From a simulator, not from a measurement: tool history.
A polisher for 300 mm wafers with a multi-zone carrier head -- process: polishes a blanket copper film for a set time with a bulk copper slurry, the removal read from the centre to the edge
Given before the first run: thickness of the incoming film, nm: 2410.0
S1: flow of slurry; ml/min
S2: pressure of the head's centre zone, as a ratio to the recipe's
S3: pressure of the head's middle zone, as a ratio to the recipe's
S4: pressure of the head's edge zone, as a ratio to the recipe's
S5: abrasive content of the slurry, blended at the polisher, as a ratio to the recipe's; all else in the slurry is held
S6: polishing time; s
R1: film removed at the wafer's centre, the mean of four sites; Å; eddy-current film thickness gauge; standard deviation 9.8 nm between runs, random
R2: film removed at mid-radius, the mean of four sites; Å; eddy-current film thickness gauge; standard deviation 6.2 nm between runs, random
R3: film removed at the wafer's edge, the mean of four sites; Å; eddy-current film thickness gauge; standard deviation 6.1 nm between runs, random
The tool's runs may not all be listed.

run    day   S1    S2    S3    S4   S5  S6      R1      R2      R3
  1      0  125     1     1     1    1  83  8404.7  8155.8  8274.9
  2  0.312  125     1     1     1  0.8  83  7615.8  7624.5  7712.7
  3  0.525  125     1     1  1.08  0.8  83  7744.5  7596.4  7981.2
  4  0.746  125     1     1  1.08    1  83  8423.3  8197.5  8612.3
  5  1.012  125     1     1  1.13    1  83  8345.4  8222.7  8829.3
  6  1.254  125  1.03     1  1.13    1  83  8525.2  8087.6  8807.3
  7  1.533  130  1.05  1.01  1.11    1  83  8584.2  8244.6    8831
  8  1.904  130  1.05  1.01  1.11    1  83  8580.2  8363.6  8641.6
  9  1.958  135  1.08     1   1.1    1  83    9099  8276.2  8824.9

Run 10, settings as shown, results not yet in. Your forecast:
 10  2.058  140  1.09  1.01  1.08   1  83   ?   ?   ?

Logged for run 10: R1 8959.7 Å, R2 8346.3 Å, R3 8764.8 Å.

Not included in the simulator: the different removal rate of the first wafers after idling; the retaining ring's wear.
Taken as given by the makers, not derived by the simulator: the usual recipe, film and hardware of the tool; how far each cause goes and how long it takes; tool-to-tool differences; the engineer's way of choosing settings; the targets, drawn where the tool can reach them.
